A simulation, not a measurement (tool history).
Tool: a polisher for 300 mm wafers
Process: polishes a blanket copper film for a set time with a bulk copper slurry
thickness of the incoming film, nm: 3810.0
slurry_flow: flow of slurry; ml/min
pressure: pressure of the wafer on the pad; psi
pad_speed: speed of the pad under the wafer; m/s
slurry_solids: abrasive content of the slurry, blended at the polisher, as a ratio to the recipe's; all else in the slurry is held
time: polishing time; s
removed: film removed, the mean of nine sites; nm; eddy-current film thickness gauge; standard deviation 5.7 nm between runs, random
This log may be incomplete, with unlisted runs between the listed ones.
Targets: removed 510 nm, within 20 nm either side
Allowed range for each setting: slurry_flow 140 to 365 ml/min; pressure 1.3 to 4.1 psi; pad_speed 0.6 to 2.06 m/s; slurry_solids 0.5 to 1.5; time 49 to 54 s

run 1 day=0 | slurry_flow=235 pressure=2.7 pad_speed=1.32 slurry_solids=1 time=54 | removed=639.96
run 2 day=0.346 | slurry_flow=235 pressure=2.7 pad_speed=1.32 slurry_solids=0.8 time=54 | removed=611.98
run 3 day=0.592 | slurry_flow=235 pressure=2.6 pad_speed=1.32 slurry_solids=0.8 time=54 | removed=592.14
run 4 day=0.767 | slurry_flow=235 pressure=2.6 pad_speed=1.32 slurry_solids=0.95 time=54 | removed=616.72
run 5 day=0.85 | slurry_flow=190 pressure=2.6 pad_speed=1.32 slurry_solids=0.95 time=54 | removed=594.48
run 6 day=1.175 | slurry_flow=190 pressure=2.6 pad_speed=1.32 slurry_solids=1.15 time=54 | removed=630.78
run 7 day=1.379 | slurry_flow=190 pressure=2.5 pad_speed=1.32 slurry_solids=1.15 time=54 | removed=594.37
run 8 day=1.521 | slurry_flow=190 pressure=2.5 pad_speed=1.32 slurry_solids=1.15 time=54 | removed=589.73

Which one of the following 4 next-run settings gets every result inside its allowed miss? There is exactly one.
run A day=1.662 | slurry_flow=170 pressure=2.5 pad_speed=1.58 slurry_solids=0.95 time=54 | removed=?
run B day=1.662 | slurry_flow=255 pressure=2.5 pad_speed=1.18 slurry_solids=1.15 time=53 | removed=?
run C day=1.662 | slurry_flow=230 pressure=2.7 pad_speed=1.26 slurry_solids=1.1 time=50 | removed=?
run D day=1.662 | slurry_flow=210 pressure=3.2 pad_speed=0.88 slurry_solids=0.95 time=54 | removed=?

move=A removed=660.84
move=B removed=542.39
move=C removed=573.92
move=D removed=499.25
A: misses by more than the last run did
B: better than the last run, though not everything is in spec
C: better than the last run, though not everything is in spec
D: every result lands within tolerance
Correct choice: D, which meets every target
